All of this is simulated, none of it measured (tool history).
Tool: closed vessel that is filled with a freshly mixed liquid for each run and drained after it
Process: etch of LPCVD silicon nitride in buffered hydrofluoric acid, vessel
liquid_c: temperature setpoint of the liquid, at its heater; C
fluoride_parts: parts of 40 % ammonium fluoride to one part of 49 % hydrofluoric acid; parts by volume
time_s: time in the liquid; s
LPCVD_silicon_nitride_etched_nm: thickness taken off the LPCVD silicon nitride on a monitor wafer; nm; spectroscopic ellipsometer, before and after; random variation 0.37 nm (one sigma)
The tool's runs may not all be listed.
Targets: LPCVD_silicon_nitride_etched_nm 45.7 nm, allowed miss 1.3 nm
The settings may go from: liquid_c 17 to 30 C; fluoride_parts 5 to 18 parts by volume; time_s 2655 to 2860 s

run,hour,liquid_c,fluoride_parts,time_s,LPCVD_silicon_nitride_etched_nm
1,0,22,11,2655,34.193
2,3.2,22,11,2860,36.668
3,11.7,23.5,11,2860,39.644
4,17.6,23.5,13.5,2860,32.72
5,25.7,25.5,13.5,2860,36.13
6,34,25.5,16,2860,30.817
7,38.7,27,15,2860,35.632
8,41.5,28,14.5,2860,38.521
9,45.1,28,14.5,2860,38.705
10,49.1,28.5,14,2860,40.446
11,56.3,29,13.5,2860,43.606

5 next moves are on the table. One of them brings every result within its allowed miss. Which?
A,63.5,30,13.5,2700,?
B,63.5,27,12,2810,?
C,63.5,30,13.5,2825,?
D,63.5,29,14,2860,?
E,63.5,28.5,13,2805,?

move,LPCVD_silicon_nitride_etched_nm
A,43.373
B,43.201
C,45.381
D,42.06
E,43.196
A: further off than the last run
B: further off than the last run
C: meets every target
D: further off than the last run
E: further off than the last run
Move C is the one to make.
